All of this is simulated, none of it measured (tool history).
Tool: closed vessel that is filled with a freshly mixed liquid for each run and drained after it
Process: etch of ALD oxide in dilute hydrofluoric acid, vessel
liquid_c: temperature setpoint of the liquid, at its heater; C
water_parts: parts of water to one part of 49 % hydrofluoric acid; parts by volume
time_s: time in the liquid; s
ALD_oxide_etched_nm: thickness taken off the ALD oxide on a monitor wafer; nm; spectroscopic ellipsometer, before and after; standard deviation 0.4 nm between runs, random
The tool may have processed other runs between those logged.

run,day,liquid_c,water_parts,time_s,ALD_oxide_etched_nm
1,0,23,90,130,28.014
2,0.279,23,90,140,29.828
3,0.638,23,105,140,25.493
4,0.833,25.5,95,140,31.83
5,0.9,27,90,140,35.707
6,0.975,28,85,140,38.627

Predict the results of run 7:
7,1.083,28,85,140,?

{"run 7": {"ALD_oxide_etched_nm": 39.374}}

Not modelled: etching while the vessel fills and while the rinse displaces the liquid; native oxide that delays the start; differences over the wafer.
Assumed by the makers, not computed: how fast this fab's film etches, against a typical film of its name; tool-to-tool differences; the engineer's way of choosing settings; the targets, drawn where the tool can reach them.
